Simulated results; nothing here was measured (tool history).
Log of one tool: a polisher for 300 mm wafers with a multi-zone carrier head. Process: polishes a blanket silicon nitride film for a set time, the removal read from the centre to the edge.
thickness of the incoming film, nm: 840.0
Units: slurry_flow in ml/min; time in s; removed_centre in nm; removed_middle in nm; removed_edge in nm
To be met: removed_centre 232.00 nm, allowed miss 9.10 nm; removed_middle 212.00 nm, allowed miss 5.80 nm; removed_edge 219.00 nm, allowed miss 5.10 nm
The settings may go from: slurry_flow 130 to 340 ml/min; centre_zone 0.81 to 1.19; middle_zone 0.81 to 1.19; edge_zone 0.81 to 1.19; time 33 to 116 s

Run 1, hour 0.0: slurry_flow 220 ml/min, centre_zone 1.00, middle_zone 1.00, edge_zone 1.00, time 74 s. Result: removed_centre 179.80 nm, removed_middle 178.92 nm, removed_edge 180.42 nm.
Run 2, hour 6.8: slurry_flow 230 ml/min, centre_zone 1.03, middle_zone 1.01, edge_zone 1.04, time 75 s. Result: removed_centre 190.89 nm, removed_middle 183.96 nm, removed_edge 186.98 nm.
Run 3, hour 13.7: slurry_flow 240 ml/min, centre_zone 1.05, middle_zone 1.02, edge_zone 1.07, time 76 s. Result: removed_centre 197.02 nm, removed_middle 189.05 nm, removed_edge 194.42 nm.
Run 4, hour 19.6: slurry_flow 240 ml/min, centre_zone 1.05, middle_zone 1.02, edge_zone 1.07, time 82 s. Result: removed_centre 211.85 nm, removed_middle 206.33 nm, removed_edge 208.80 nm.
Run 5, hour 26.7: slurry_flow 240 ml/min, centre_zone 1.05, middle_zone 0.96, edge_zone 1.07, time 82 s. Result: removed_centre 216.95 nm, removed_middle 195.98 nm, removed_edge 207.95 nm.
Run 6, hour 27.3: slurry_flow 250 ml/min, centre_zone 1.06, middle_zone 0.97, edge_zone 1.08, time 82 s. Result: removed_centre 213.53 nm, removed_middle 196.81 nm, removed_edge 211.51 nm.
Run 7, hour 33.4: slurry_flow 255 ml/min, centre_zone 1.08, middle_zone 0.98, edge_zone 1.08, time 82 s. Result: removed_centre 223.74 nm, removed_middle 200.02 nm, removed_edge 210.65 nm.
Run 8, hour 34.3: slurry_flow 255 ml/min, centre_zone 1.08, middle_zone 0.98, edge_zone 1.08, time 82 s. Result: removed_centre 223.12 nm, removed_middle 201.90 nm, removed_edge 206.96 nm.

5 next moves are on the table. One of them brings every result within its allowed miss. Which?
Run A, hour 35.2: slurry_flow 200 ml/min, centre_zone 1.06, middle_zone 0.96, edge_zone 0.99, time 91 s. Result: removed_centre ?, removed_middle ?, removed_edge ?.
Run B, hour 35.2: slurry_flow 270 ml/min, centre_zone 1.15, middle_zone 1.03, edge_zone 0.98, time 81 s. Result: removed_centre ?, removed_middle ?, removed_edge ?.
Run C, hour 35.2: slurry_flow 245 ml/min, centre_zone 1.15, middle_zone 0.86, edge_zone 1.15, time 85 s. Result: removed_centre ?, removed_middle ?, removed_edge ?.
Run D, hour 35.2: slurry_flow 285 ml/min, centre_zone 1.13, middle_zone 0.95, edge_zone 1.13, time 75 s. Result: removed_centre ?, removed_middle ?, removed_edge ?.
Run E, hour 35.2: slurry_flow 270 ml/min, centre_zone 1.15, middle_zone 0.97, edge_zone 1.15, time 82 s. Result: removed_centre ?, removed_middle ?, removed_edge ?.

move  removed_centre  removed_middle  removed_edge
   A          228.94          213.16        221.22
   B          230.51          209.19        201.52
   C          238.62          186.63        227.57
   D          211.03          181.96        201.32
   E          233.26          201.26        221.08
A: meets every target
B: further off than the last run
C: takes the result that was furthest off past its target
D: further off than the last run
E: brings the result that was furthest off to its target, and leaves another outside
The right move is A.
